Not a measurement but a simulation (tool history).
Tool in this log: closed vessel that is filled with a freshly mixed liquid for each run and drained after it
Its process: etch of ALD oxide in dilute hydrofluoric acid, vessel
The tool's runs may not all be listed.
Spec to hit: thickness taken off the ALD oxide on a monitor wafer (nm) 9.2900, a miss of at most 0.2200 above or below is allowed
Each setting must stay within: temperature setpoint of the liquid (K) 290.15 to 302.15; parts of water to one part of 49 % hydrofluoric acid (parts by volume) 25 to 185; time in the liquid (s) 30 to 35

run,hour,temperature setpoint of the liquid (K),parts of water to one part of 49 % hydrofluoric acid (parts by volume),time in the liquid (s),thickness taken off the ALD oxide on a monitor wafer (nm)
1,0.0,294.15,105,35,5.4399
2,7.0,297.65,105,35,6.2408
3,11.8,298.65,100,35,6.8621
4,18.8,299.65,95,35,7.6280
5,24.6,299.65,130,35,5.2665
6,29.1,298.65,130,35,5.0896
7,37.8,299.65,115,35,6.1522
8,38.9,300.15,105,35,6.8804
9,42.0,300.65,100,35,7.4544

Next run, 4 choices. One meets every target within its allowed miss, the rest don't. Which?
A,45.1,298.15,75,35,?
B,45.1,298.15,60,30,?
C,45.1,302.15,115,30,?
D,45.1,301.15,100,30,?

move,thickness taken off the ALD oxide on a monitor wafer (nm)
A,9.3412
B,10.2090
C,5.7805
D,6.5320
A: all results in spec
B: carries the result that was furthest off beyond its target, to the other side
C: its largest miss is bigger than the last run's
D: its largest miss is bigger than the last run's
A is the move that brings every result within its allowed miss.

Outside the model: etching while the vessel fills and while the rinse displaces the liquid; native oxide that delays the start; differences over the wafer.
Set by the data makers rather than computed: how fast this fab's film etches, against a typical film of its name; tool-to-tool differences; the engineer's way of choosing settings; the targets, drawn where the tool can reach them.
